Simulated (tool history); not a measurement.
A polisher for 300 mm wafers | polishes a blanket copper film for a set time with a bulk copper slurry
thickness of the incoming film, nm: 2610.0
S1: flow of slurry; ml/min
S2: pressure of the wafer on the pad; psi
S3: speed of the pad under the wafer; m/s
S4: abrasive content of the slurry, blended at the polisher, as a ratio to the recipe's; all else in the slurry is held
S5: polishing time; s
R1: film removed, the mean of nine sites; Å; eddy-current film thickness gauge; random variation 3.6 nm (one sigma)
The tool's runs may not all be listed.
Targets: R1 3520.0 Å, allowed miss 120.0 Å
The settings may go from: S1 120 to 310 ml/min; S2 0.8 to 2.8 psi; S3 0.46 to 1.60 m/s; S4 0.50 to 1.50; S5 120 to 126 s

| run | hour | S1 | S2 | S3 | S4 | S5 | R1 |
|---|---|---|---|---|---|---|---|
| 1 | 0.0 | 200 | 1.8 | 1.02 | 1.00 | 120 | 7305.0 |
| 2 | 0.9 | 200 | 1.6 | 1.02 | 1.00 | 120 | 6364.5 |
| 3 | 8.3 | 200 | 1.6 | 1.16 | 1.00 | 120 | 7212.9 |
| 4 | 9.7 | 200 | 1.5 | 1.14 | 1.00 | 120 | 6798.7 |
| 5 | 13.9 | 200 | 1.8 | 1.14 | 1.00 | 120 | 8081.0 |
| 6 | 17.5 | 200 | 1.8 | 1.30 | 1.00 | 120 | 9106.4 |
| 7 | 19.6 | 200 | 1.7 | 1.26 | 1.00 | 120 | 8300.9 |
| 8 | 26.4 | 200 | 1.6 | 1.22 | 1.00 | 120 | 7573.0 |

5 next moves are on the table. One of them brings every result within its allowed miss. Which?
| A | 33.2 | 165 | 1.1 | 0.78 | 0.90 | 120 | ? |
| B | 33.2 | 200 | 1.0 | 0.84 | 1.00 | 122 | ? |
| C | 33.2 | 190 | 0.9 | 0.96 | 1.45 | 121 | ? |
| D | 33.2 | 205 | 0.9 | 0.88 | 1.00 | 121 | ? |
| E | 33.2 | 190 | 1.0 | 1.02 | 0.80 | 120 | ? |

| move | R1 |
|---|---|
| A | 3360.8 |
| B | 3517.8 |
| C | 3800.2 |
| D | 3315.2 |
| E | 4001.2 |
A: takes the result that was furthest off past its target
B: meets every target
C: nearer than the last run, and not there yet
D: takes the result that was furthest off past its target
E: nearer than the last run, and not there yet
The right move is B.
